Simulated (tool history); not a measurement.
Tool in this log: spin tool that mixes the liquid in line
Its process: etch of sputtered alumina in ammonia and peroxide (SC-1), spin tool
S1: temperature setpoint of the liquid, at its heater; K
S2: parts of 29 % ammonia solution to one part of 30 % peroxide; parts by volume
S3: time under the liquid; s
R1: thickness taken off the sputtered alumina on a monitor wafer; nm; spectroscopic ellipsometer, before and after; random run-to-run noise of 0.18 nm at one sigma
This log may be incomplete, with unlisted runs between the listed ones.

run  hour      S1   S2   S3      R1
  1     0  331.15  0.9  270   26.73
  2   4.5  327.15  0.9  270  21.789
  3   7.6  327.15  0.9  270  21.746
  4  13.3  327.15  0.6  270   20.99
  5  20.7  328.65  0.6  270  22.665
  6    28  326.15  0.6  270  19.883
  7  28.7  328.15  0.6  270  22.222
  8  36.6  329.65  0.6  270  23.844
  9  37.3  331.15  0.6  270  25.733
 10  45.9  332.15  0.6  270  27.343
 11  52.2  332.15  0.6  270  27.259
 12  52.8  333.15  0.6  270  28.597
 13  53.9  334.15  0.6  270  30.208
 14  55.1  335.15  0.6  270  31.482
 15  56.5  336.15  0.6  270  33.667

What does the tool deliver on the next run?
 16  61.9  342.65  0.6  270   ?

Run 16 produced R1 45.861 nm.
